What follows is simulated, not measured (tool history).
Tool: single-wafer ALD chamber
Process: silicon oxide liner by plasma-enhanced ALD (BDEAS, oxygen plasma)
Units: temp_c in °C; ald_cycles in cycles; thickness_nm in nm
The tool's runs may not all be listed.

| run | hour | temp_c | ald_cycles | thickness_nm |
|---|---|---|---|---|
| 1 | 0.0 | 315 | 37 | 3.3695 |
| 2 | 3.3 | 315 | 39 | 3.5555 |
| 3 | 5.8 | 322 | 39 | 3.4978 |
| 4 | 11.7 | 327 | 39 | 3.4662 |
| 5 | 14.6 | 329 | 38 | 3.3857 |
| 6 | 17.1 | 330 | 37 | 3.2968 |
|  | 23.9 | thermocouple changed; heater temperature recalibrated |
| 7 | 23.9 | 331 | 36 | 3.2211 |
| 8 | 30.5 | 333 | 32 | 2.8419 |
| 9 | 31.4 | 331 | 32 | 2.8564 |
| 10 | 38.2 | 329 | 32 | 2.8565 |

Run 11 comes next. What will it give?
| 11 | 42.4 | 327 | 32 | ? |

thickness_nm: 2.8798 nm
